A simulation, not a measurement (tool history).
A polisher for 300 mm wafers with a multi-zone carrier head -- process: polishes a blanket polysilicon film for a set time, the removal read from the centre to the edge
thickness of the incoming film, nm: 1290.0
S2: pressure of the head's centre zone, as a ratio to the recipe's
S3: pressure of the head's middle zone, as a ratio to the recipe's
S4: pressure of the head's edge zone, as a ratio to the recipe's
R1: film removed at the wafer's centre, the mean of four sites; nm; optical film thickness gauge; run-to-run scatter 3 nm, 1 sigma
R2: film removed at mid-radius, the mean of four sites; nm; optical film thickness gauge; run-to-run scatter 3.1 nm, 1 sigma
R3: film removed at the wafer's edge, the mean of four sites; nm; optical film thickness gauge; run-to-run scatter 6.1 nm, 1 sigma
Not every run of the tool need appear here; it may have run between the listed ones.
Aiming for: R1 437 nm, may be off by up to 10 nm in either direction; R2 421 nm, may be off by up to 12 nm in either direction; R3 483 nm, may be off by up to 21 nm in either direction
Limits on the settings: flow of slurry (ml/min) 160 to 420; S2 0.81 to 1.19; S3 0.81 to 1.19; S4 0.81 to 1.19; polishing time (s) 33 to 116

run 1 hour=0 | flow_of_slurry_(ml/min)=270 S2=1 S3=1 S4=1 polishing_time_(s)=74 | R1=376.99 R2=385.34 R3=377.72
run 2 hour=1.1 | flow_of_slurry_(ml/min)=270 S2=1 S3=1 S4=0.96 polishing_time_(s)=74 | R1=372.04 R2=388.04 R3=365.7
run 3 hour=7.8 | flow_of_slurry_(ml/min)=270 S2=1 S3=1 S4=0.96 polishing_time_(s)=64 | R1=327.73 R2=337.34 R3=320.9
run 4 hour=12.9 | flow_of_slurry_(ml/min)=265 S2=1 S3=0.99 S4=1.03 polishing_time_(s)=70 | R1=351.42 R2=357.8 R3=357.15
run 5 hour=16.3 | flow_of_slurry_(ml/min)=275 S2=1 S3=0.98 S4=1.08 polishing_time_(s)=75 | R1=384.98 R2=382.36 R3=392.47
run 6 hour=21 | flow_of_slurry_(ml/min)=275 S2=1 S3=0.98 S4=1.08 polishing_time_(s)=90 | R1=458.11 R2=460.27 R3=467.88
run 7 hour=27.7 | flow_of_slurry_(ml/min)=250 S2=0.99 S3=0.96 S4=1.11 polishing_time_(s)=91 | R1=456.05 R2=453.49 R3=490.35
run 8 hour=36.4 | flow_of_slurry_(ml/min)=240 S2=0.99 S3=0.94 S4=1.1 polishing_time_(s)=91 | R1=451.95 R2=444.39 R3=486.4
run 9 hour=43.2 | flow_of_slurry_(ml/min)=230 S2=0.99 S3=0.93 S4=1.1 polishing_time_(s)=91 | R1=444.93 R2=438.11 R3=486.88

Pick the move, out of 5, that brings all results within their allowed miss; only one does.
run A hour=50 | flow_of_slurry_(ml/min)=220 S2=0.92 S3=0.99 S4=1.15 polishing_time_(s)=93 | R1=? R2=? R3=?
run B hour=50 | flow_of_slurry_(ml/min)=190 S2=0.92 S3=0.84 S4=1 polishing_time_(s)=98 | R1=? R2=? R3=?
run C hour=50 | flow_of_slurry_(ml/min)=235 S2=0.97 S3=1.01 S4=1.13 polishing_time_(s)=89 | R1=? R2=? R3=?
run D hour=50 | flow_of_slurry_(ml/min)=225 S2=1.01 S3=0.94 S4=1.08 polishing_time_(s)=91 | R1=? R2=? R3=?
run E hour=50 | flow_of_slurry_(ml/min)=230 S2=0.97 S3=1 S4=1.11 polishing_time_(s)=94 | R1=? R2=? R3=?

move=A R1=424.88 R2=466.18 R3=486.22
move=B R1=435.29 R2=420.02 R3=470.2
move=C R1=428.85 R2=457.8 R3=464.32
move=D R1=449.72 R2=438.63 R3=462.25
move=E R1=451.38 R2=478.14 R3=484.92
A: further off than the last run
B: every result within its allowed miss
C: further off than the last run
D: as far off as the last run
E: further off than the last run
Go with B: it meets all targets.
